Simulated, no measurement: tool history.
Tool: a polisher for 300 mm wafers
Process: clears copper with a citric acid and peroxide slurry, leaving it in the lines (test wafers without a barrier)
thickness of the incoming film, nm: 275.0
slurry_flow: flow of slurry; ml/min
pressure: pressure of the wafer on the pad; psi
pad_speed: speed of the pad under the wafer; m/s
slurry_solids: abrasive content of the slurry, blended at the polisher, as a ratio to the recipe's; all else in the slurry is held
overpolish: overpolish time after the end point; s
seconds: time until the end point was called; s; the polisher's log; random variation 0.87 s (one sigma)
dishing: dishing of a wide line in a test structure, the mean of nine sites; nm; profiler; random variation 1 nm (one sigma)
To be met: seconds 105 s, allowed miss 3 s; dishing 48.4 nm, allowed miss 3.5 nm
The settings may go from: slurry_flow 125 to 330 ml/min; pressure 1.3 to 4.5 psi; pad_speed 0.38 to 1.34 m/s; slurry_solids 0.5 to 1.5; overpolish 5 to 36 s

run	day	slurry_flow	pressure	pad_speed	slurry_solids	overpolish	seconds	dishing
1	0	210	2.9	0.86	1	18	179.54	18.347
2	0.046	235	2.9	0.86	1	18	181.44	18.551
3	0.217	235	3.1	0.88	1	20	169.85	22.494
4	0.512	235	3.1	1	1	20	151.06	24.531
# day 0.562: worn pad replaced by a new one
5	0.562	235	3.1	0.92	1	20	141.52	26.615
6	0.942	235	3.1	0.92	1	25	142.94	30.181
7	1.146	240	3.2	0.92	1	26	137.93	33.199
8	1.512	240	3.3	0.92	1	26	134.94	34.399
9	1.717	240	3.4	0.92	1	26	135.22	34.684
10	1.825	245	3.6	0.92	1	26	128.11	34.915

Which of these 5 next moves meets every target?
A	1.933	270	4.1	1.04	0.9	36	?	?
B	1.933	260	4	1.02	1.2	31	?	?
C	1.933	215	4.5	0.96	1.05	26	?	?
D	1.933	270	3.7	0.72	0.9	19	?	?
E	1.933	250	4.1	1.08	1.05	29	?	?

move	seconds	dishing
A	104.76	54.044
B	103.34	48.658
C	105.54	41.756
D	160.81	21.977
E	98.874	47.848
A: brings the result that was furthest off to its target, and leaves another outside
B: meets every target
C: brings the result that was furthest off to its target, and leaves another outside
D: further off than the last run
E: takes the result that was furthest off past its target
Answer: B
